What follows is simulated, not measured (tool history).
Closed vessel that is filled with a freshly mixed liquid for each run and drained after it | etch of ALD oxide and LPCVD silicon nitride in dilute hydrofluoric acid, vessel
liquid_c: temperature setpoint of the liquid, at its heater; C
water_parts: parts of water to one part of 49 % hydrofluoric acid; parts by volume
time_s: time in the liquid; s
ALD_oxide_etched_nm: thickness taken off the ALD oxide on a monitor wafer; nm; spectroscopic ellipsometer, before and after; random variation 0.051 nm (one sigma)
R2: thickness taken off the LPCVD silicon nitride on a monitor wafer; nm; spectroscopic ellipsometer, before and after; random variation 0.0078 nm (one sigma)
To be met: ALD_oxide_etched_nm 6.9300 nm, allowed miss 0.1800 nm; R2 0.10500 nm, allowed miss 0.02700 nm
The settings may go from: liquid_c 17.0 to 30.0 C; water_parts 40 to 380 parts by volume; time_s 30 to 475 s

run 1 hour=0.0 | liquid_c=22.0 water_parts=210 time_s=245 | ALD_oxide_etched_nm=29.1320 R2=0.47861
run 2 hour=4.8 | liquid_c=22.0 water_parts=210 time_s=170 | ALD_oxide_etched_nm=20.3160 R2=0.32008
run 3 hour=8.7 | liquid_c=22.0 water_parts=250 time_s=170 | ALD_oxide_etched_nm=16.1220 R2=0.27073
run 4 hour=10.9 | liquid_c=22.0 water_parts=250 time_s=110 | ALD_oxide_etched_nm=10.5270 R2=0.17158
run 5 hour=18.3 | liquid_c=21.0 water_parts=255 time_s=110 | ALD_oxide_etched_nm=9.7356 R2=0.14294
run 6 hour=20.5 | liquid_c=23.0 water_parts=255 time_s=110 | ALD_oxide_etched_nm=10.7080 R2=0.17134
run 7 hour=24.6 | liquid_c=23.0 water_parts=255 time_s=110 | ALD_oxide_etched_nm=10.5630 R2=0.17440
run 8 hour=32.2 | liquid_c=22.5 water_parts=265 time_s=110 | ALD_oxide_etched_nm=10.0410 R2=0.15313
run 9 hour=36.7 | liquid_c=21.5 water_parts=270 time_s=110 | ALD_oxide_etched_nm=9.4179 R2=0.14379
run 10 hour=41.7 | liquid_c=21.0 water_parts=275 time_s=110 | ALD_oxide_etched_nm=8.8228 R2=0.13457
run 11 hour=43.4 | liquid_c=20.5 water_parts=280 time_s=110 | ALD_oxide_etched_nm=8.6186 R2=0.13537
run 12 hour=52.2 | liquid_c=20.0 water_parts=285 time_s=110 | ALD_oxide_etched_nm=8.3200 R2=0.15031
run 13 hour=60.9 | liquid_c=20.5 water_parts=290 time_s=110 | ALD_oxide_etched_nm=8.1511 R2=0.12761

5 next moves are on the table. One of them brings every result within its allowed miss. Which?
run A hour=69.6 | liquid_c=21.5 water_parts=275 time_s=130 | ALD_oxide_etched_nm=? R2=?
run B hour=69.6 | liquid_c=25.5 water_parts=380 time_s=125 | ALD_oxide_etched_nm=? R2=?
run C hour=69.6 | liquid_c=22.5 water_parts=380 time_s=135 | ALD_oxide_etched_nm=? R2=?
run D hour=69.6 | liquid_c=22.0 water_parts=290 time_s=135 | ALD_oxide_etched_nm=? R2=?
run E hour=69.6 | liquid_c=17.0 water_parts=310 time_s=115 | ALD_oxide_etched_nm=? R2=?

move=A ALD_oxide_etched_nm=10.7140 R2=0.19276
move=B ALD_oxide_etched_nm=7.7517 R2=0.17178
move=C ALD_oxide_etched_nm=7.5781 R2=0.15520
move=D ALD_oxide_etched_nm=10.5920 R2=0.19611
move=E ALD_oxide_etched_nm=6.9010 R2=0.11385
A: further off than the last run
B: nearer than the last run, and not there yet
C: nearer than the last run, and not there yet
D: further off than the last run
E: meets every target
The right move is E.
